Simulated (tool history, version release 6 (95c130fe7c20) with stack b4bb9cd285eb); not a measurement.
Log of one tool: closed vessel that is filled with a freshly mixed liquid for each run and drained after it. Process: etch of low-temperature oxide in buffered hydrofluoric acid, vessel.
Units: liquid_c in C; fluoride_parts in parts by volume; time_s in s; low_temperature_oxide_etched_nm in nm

run,day,liquid_c,fluoride_parts,time_s,low_temperature_oxide_etched_nm
1,0.000,23.0,9.0,30,113.180
2,0.079,22.5,9.0,30,109.310
3,0.317,22.5,9.0,30,109.860
4,0.650,22.0,9.0,30,106.560
5,0.775,21.5,9.0,30,104.110
6,0.946,19.0,9.0,30,89.752
7,1.058,19.0,9.0,30,90.828
8,1.400,19.5,9.0,30,93.308

The next listed run, before its measurement:
9,1.521,20.0,9.0,30,?

{"run 9": {"low_temperature_oxide_etched_nm": 95.273}}

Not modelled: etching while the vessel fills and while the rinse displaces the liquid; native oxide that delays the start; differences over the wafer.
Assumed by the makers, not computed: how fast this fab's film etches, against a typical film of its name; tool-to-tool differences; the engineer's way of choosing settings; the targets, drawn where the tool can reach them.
